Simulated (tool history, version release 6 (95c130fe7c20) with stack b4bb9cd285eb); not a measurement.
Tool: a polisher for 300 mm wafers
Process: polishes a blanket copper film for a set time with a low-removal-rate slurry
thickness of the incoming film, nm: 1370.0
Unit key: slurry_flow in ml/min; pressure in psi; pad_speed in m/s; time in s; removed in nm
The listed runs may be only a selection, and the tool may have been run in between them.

{"run": 1, "hour": 0.0, "slurry_flow": 145, "pressure": 2.5, "pad_speed": 1.3, "slurry_solids": 1.0, "time": 63, "removed": 198.5}
{"run": 2, "hour": 2.4, "slurry_flow": 150, "pressure": 2.9, "pad_speed": 1.32, "slurry_solids": 1.0, "time": 63, "removed": 237.81}
{"run": 3, "hour": 8.5, "slurry_flow": 155, "pressure": 3.2, "pad_speed": 1.32, "slurry_solids": 1.0, "time": 63, "removed": 266.29}
{"run": 4, "hour": 14.3, "slurry_flow": 155, "pressure": 3.2, "pad_speed": 1.32, "slurry_solids": 1.2, "time": 63, "removed": 274.18}
{"run": 5, "hour": 21.0, "slurry_flow": 160, "pressure": 3.4, "pad_speed": 1.32, "slurry_solids": 1.2, "time": 63, "removed": 289.31}
{"run": 6, "hour": 25.4, "slurry_flow": 160, "pressure": 3.5, "pad_speed": 1.34, "slurry_solids": 1.2, "time": 63, "removed": 301.34}
{"run": 7, "hour": 29.7, "slurry_flow": 160, "pressure": 3.6, "pad_speed": 1.36, "slurry_solids": 1.2, "time": 63, "removed": 316.8}

What does the tool deliver on the next run?
{"run": 8, "hour": 38.1, "slurry_flow": 160, "pressure": 3.7, "pad_speed": 1.38, "slurry_solids": 1.2, "time": 63, "removed": "?"}

For run 8 the tool returned removed 331.84 nm.

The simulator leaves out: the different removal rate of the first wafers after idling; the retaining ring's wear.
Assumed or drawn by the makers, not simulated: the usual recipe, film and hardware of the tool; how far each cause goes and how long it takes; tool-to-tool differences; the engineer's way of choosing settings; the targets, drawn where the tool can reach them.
